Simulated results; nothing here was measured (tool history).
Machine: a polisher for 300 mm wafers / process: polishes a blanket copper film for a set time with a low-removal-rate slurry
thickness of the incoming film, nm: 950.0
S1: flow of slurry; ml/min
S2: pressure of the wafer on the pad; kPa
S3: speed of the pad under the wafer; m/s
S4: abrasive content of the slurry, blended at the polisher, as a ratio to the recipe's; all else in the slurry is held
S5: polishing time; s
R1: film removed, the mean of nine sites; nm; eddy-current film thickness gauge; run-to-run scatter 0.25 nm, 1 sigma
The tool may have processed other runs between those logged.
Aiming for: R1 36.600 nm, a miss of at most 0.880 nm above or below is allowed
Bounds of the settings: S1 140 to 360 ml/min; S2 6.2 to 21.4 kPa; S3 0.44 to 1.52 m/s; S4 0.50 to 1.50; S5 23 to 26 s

| run | day | S1 | S2 | S3 | S4 | S5 | R1 |
|---|---|---|---|---|---|---|---|
| 1 | 0.000 | 230 | 13.8 | 0.98 | 1.00 | 26 | 45.491 |
| 2 | 0.308 | 225 | 13.1 | 0.98 | 1.00 | 26 | 43.497 |
| 3 | 0.583 | 225 | 13.1 | 0.98 | 0.85 | 26 | 41.893 |
| 4 | 0.904 | 175 | 13.1 | 0.98 | 0.85 | 26 | 40.568 |
| 5 | 1.171 | 175 | 13.1 | 0.98 | 0.95 | 26 | 41.584 |
| 6 | 1.446 | 170 | 12.4 | 0.98 | 0.95 | 26 | 39.155 |
| 7 | 1.492 | 165 | 12.4 | 0.98 | 0.95 | 26 | 38.994 |
| 8 | 1.633 | 160 | 12.4 | 0.98 | 0.95 | 26 | 38.390 |

Which single option among these 4 for the next run brings every result within its allowed miss of target? Just one does.
| A | 1.775 | 165 | 11.7 | 1.02 | 1.10 | 23 | ? |
| B | 1.775 | 160 | 10.3 | 1.20 | 0.95 | 24 | ? |
| C | 1.775 | 140 | 11.7 | 1.16 | 0.70 | 23 | ? |
| D | 1.775 | 140 | 13.1 | 0.94 | 1.00 | 26 | ? |

| move | R1 |
|---|---|
| A | 34.557 |
| B | 36.330 |
| C | 35.247 |
| D | 38.224 |
A: takes the biggest miss from the last run beyond its target
B: in spec on every target
C: takes the biggest miss from the last run beyond its target
D: an improvement on the last run, though not all results are within tolerance
B is the move that brings every result within its allowed miss.

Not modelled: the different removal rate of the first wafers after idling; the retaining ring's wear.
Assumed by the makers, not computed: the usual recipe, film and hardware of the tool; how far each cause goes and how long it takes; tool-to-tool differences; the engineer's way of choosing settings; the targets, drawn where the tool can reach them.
